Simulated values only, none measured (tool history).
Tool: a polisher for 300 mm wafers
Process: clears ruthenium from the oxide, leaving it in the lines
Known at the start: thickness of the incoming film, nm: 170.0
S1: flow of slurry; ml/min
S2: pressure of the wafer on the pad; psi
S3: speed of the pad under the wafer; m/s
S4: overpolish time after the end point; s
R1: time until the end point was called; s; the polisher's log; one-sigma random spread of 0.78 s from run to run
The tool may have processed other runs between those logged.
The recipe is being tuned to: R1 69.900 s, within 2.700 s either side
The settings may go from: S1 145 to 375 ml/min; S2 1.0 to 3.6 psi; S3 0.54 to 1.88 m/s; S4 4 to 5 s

| run | hour | S1 | S2 | S3 | S4 | R1 |
|---|---|---|---|---|---|---|
| 1 | 0.0 | 240 | 2.3 | 1.20 | 5 | 114.990 |
| 2 | 5.1 | 260 | 2.3 | 1.20 | 5 | 113.410 |
| 3 | 6.8 | 265 | 2.6 | 1.20 | 5 | 103.700 |
| 4 | 11.8 | 265 | 2.9 | 1.22 | 5 | 90.814 |
| 5 | 13.9 | 205 | 2.9 | 1.22 | 5 | 94.875 |
| 6 | 20.1 | 205 | 2.9 | 1.22 | 5 | 94.289 |
| 7 | 25.6 | 210 | 3.1 | 1.24 | 5 | 85.933 |
| 8 | 31.8 | 215 | 3.3 | 1.24 | 5 | 82.485 |
| 9 | 38.5 | 215 | 3.4 | 1.26 | 5 | 78.563 |
| 10 | 40.7 | 215 | 3.5 | 1.28 | 5 | 76.636 |
| 11 | 41.4 | 215 | 3.5 | 1.28 | 5 | 76.534 |
| 12 | 46.2 | 215 | 3.5 | 1.30 | 5 | 72.647 |

5 next moves are on the table. One of them brings every result within its allowed miss. Which?
| A | 51.0 | 235 | 3.3 | 1.54 | 4 | ? |
| B | 51.0 | 215 | 3.2 | 1.32 | 4 | ? |
| C | 51.0 | 200 | 3.6 | 1.26 | 5 | ? |
| D | 51.0 | 150 | 3.3 | 1.42 | 5 | ? |
| E | 51.0 | 170 | 3.6 | 1.42 | 5 | ? |

| move | R1 |
|---|---|
| A | 66.766 |
| B | 80.728 |
| C | 76.633 |
| D | 77.774 |
| E | 70.075 |
A: carries the result that was furthest off beyond its target, to the other side
B: moves away from the targets compared with the last run
C: moves away from the targets compared with the last run
D: moves away from the targets compared with the last run
E: all results in spec
Correct choice: E, which meets every target

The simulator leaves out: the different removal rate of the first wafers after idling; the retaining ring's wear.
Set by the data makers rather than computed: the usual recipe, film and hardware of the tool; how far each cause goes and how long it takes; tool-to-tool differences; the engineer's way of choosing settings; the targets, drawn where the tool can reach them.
